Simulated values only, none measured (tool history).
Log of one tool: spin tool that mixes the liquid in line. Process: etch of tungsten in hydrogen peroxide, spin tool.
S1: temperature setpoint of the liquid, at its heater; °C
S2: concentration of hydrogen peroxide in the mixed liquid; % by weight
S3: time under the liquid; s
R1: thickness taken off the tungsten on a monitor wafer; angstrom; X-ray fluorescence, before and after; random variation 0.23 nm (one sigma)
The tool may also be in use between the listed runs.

run 1 hour=0.0 | S1=52.0 S2=21 S3=15 | R1=489.00
run 2 hour=3.8 | S1=47.0 S2=21 S3=15 | R1=360.26
run 3 hour=6.1 | S1=44.0 S2=21 S3=15 | R1=298.35
run 4 hour=14.5 | S1=39.5 S2=21 S3=15 | R1=222.47
run 5 hour=16.4 | S1=37.0 S2=21 S3=15 | R1=188.28
run 6 hour=19.9 | S1=43.0 S2=21 S3=15 | R1=278.32
run 7 hour=26.7 | S1=47.0 S2=21 S3=15 | R1=358.40
run 8 hour=29.6 | S1=49.5 S2=21 S3=15 | R1=419.34
run 9 hour=34.1 | S1=51.5 S2=21 S3=15 | R1=476.46

Run 10 comes next. What will it give?
run 10 hour=38.7 | S1=53.0 S2=21 S3=15 | R1=?

Run 10 gave R1 519.44 angstrom.
